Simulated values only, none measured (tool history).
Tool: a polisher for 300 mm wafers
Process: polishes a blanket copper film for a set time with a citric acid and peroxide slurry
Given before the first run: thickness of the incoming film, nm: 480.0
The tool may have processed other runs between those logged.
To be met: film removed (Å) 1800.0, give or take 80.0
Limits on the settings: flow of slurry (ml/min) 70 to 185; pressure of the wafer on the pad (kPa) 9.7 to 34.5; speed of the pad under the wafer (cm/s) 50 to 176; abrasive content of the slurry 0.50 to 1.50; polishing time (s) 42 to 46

run	hour	flow of slurry (ml/min)	pressure of the wafer on the pad (kPa)	speed of the pad under the wafer (cm/s)	abrasive content of the slurry	polishing time (s)	film removed (Å)
1	0.0	120	22.1	112	1.00	46	1399.9
2	2.0	120	22.1	112	0.85	46	1374.8
3	9.1	120	22.1	102	0.85	46	1213.3
4	17.1	120	22.8	102	0.85	46	1267.9
5	24.4	120	23.4	102	0.85	46	1343.0
6	31.9	120	23.4	130	0.85	46	1638.7
7	38.8	125	24.1	130	0.85	46	1690.3
8	43.9	125	24.1	130	0.85	46	1692.4

Which single option among these 5 for the next run brings every result within its allowed miss of target? Just one does.
A	49.0	110	24.1	120	0.85	46	?
B	49.0	120	24.8	130	0.95	46	?
C	49.0	110	22.8	150	0.60	45	?
D	49.0	125	23.4	120	1.10	45	?
E	49.0	135	20.0	144	0.90	43	?

move	film removed (Å)
A	1567.1
B	1809.1
C	1640.8
D	1620.3
E	1517.3
A: further off than the last run
B: every result lands within tolerance
C: further off than the last run
D: further off than the last run
E: further off than the last run
B meets every target.
